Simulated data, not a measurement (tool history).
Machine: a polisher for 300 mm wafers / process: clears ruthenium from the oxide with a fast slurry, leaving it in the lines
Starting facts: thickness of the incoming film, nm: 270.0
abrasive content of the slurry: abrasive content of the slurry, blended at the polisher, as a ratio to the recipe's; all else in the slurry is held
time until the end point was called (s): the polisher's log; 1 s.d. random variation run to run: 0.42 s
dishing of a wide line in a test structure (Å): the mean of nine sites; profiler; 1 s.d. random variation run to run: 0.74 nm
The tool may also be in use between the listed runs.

run	hour	flow of slurry (ml/min)	pressure of the wafer on the pad (kPa)	speed of the pad under the wafer (cm/s)	abrasive content of the slurry	overpolish time after the end point (s)	time until the end point was called (s)	dishing of a wide line in a test structure (Å)
1	0	260	20	104	1	9	73.72	286.23
2	4.7	255	22.1	104	1	10	66.309	342.1
3	11.7	255	22.1	104	1.2	10	60.248	375.36
4	16.3	315	22.1	104	1.2	10	58.21	381.23
5	23.8	265	22.1	104	1.2	10	59.061	381.63
6	24.9	260	22.8	104	1.2	11	57.548	417.84
7	32	260	22.8	104	1.2	11	57.72	421.77
8	35.1	260	22.8	104	1.2	11	58.298	426.22
9	42.1	260	23.4	104	1.2	12	56.341	465.72
10	44.3	260	24.1	104	1.2	13	54.534	518.09
11	45.6	260	24.8	104	1.2	13	53.411	524.17

What does the tool deliver on the next run?
12	49.1	265	26.2	104	1.2	14	?	?

Logged for run 12: time until the end point was called (s) 50.214, dishing of a wide line in a test structure (Å) 592.23.
